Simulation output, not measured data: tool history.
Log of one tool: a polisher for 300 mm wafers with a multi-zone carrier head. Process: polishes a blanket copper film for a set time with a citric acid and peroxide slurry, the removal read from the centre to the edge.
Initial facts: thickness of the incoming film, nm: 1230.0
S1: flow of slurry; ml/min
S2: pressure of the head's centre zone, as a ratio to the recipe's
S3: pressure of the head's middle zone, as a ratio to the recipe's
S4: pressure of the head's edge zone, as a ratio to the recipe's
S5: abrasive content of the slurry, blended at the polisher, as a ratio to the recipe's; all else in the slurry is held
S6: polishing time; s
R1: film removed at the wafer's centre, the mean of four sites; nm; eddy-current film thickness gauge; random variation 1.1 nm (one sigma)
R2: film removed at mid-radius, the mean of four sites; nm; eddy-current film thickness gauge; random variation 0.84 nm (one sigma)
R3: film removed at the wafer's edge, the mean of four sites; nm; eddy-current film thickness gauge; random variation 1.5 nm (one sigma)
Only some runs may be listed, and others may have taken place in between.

run	hour	S1	S2	S3	S4	S5	S6	R1	R2	R3
1	0	210	1	1	1	1	87	171.85	170.38	179.79
2	7	210	1	1	1	1	102	202.16	194.56	209.52
3	15.6	205	0.97	0.98	0.96	0.85	86	157.95	161.23	164.15
4	22.4	195	0.94	0.94	0.94	0.75	77	136.21	134.72	144.96
5	23.8	240	0.94	0.94	0.94	0.75	77	138.85	136.73	148.99
6	27.8	240	0.94	0.94	0.99	0.75	77	138.92	137.41	149.43
7	30.5	230	0.92	0.94	0.97	0.65	69	117.21	117.48	131.64
8	34.6	220	0.92	0.96	0.93	0.6	65	110.43	110.82	116.36
9	38.8	210	0.89	0.97	0.92	0.55	64	102.09	109.14	115.01

What does the tool deliver on the next run?
10	42	205	0.88	0.97	0.9	0.55	62	?	?	?

Run 10 measured R1 96.215 nm, R2 105.07 nm, R3 109.38 nm.
